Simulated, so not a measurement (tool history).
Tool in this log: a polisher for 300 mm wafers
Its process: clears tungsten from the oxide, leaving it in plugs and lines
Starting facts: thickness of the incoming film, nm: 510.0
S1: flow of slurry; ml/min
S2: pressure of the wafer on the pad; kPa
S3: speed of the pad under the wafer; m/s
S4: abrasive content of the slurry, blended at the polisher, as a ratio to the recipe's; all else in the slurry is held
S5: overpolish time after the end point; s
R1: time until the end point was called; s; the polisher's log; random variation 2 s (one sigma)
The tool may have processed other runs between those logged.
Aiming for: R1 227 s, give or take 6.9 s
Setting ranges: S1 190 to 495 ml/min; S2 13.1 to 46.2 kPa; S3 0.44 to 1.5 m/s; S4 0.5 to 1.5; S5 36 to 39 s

run,hour,S1,S2,S3,S4,S5,R1
1,0,320,29.6,0.96,1,36,118.23
2,7,320,29.6,0.96,1,36,119.44
3,15.9,320,29.6,0.96,1,39,116.87
4,19.4,320,29.6,0.96,1,39,118.03
5,26.6,320,26.9,0.94,1,39,134.4
6,28.7,320,26.9,1.12,1,39,115.11
7,31.7,320,24.8,1.1,1,39,124.34
8,38.4,320,22.8,1.06,1,39,140.93
9,40.8,320,21.4,1.04,1,39,155.06
10,43.9,320,20,1.04,1,39,163.64
11,46.9,315,13.1,0.94,1,39,263.82
12,47.6,330,16.5,0.94,1,39,210.61
13,48.3,320,16.5,0.94,1,39,209.63
14,49.8,310,16.5,0.94,1,39,213.62

Pick the move, out of 5, that brings all results within their allowed miss; only one does.
A,51.3,250,17.2,0.94,1.05,36,?
B,51.3,295,16.5,0.98,0.85,39,?
C,51.3,410,17.9,0.84,0.9,38,?
D,51.3,340,13.8,1,0.9,38,?
E,51.3,325,16.5,0.86,1,39,?

move,R1
A,208.15
B,211.93
C,216.48
D,241.79
E,229.19
A: further off than the last run
B: further off than the last run
C: an improvement on the last run, though not all results are within tolerance
D: takes the biggest miss from the last run beyond its target
E: hits every target within its allowed miss
Go with E: it meets all targets.
